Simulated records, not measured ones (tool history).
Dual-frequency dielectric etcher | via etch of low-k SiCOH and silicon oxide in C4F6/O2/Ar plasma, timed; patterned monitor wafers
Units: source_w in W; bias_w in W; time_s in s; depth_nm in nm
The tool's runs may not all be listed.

run,hour,source_w,bias_w,time_s,depth_nm
1,0.0,340,154,56.0,142.46
2,8.7,280,154,56.0,131.44
3,9.9,280,138,56.0,128.94
4,14.6,280,150,56.0,131.17
5,16.2,310,150,56.0,137.25
6,25.0,310,150,51.5,125.16

The next listed run, before its measurement:
7,34.0,330,156,51.5,?

Run 7 gave depth_nm 130.54 nm.

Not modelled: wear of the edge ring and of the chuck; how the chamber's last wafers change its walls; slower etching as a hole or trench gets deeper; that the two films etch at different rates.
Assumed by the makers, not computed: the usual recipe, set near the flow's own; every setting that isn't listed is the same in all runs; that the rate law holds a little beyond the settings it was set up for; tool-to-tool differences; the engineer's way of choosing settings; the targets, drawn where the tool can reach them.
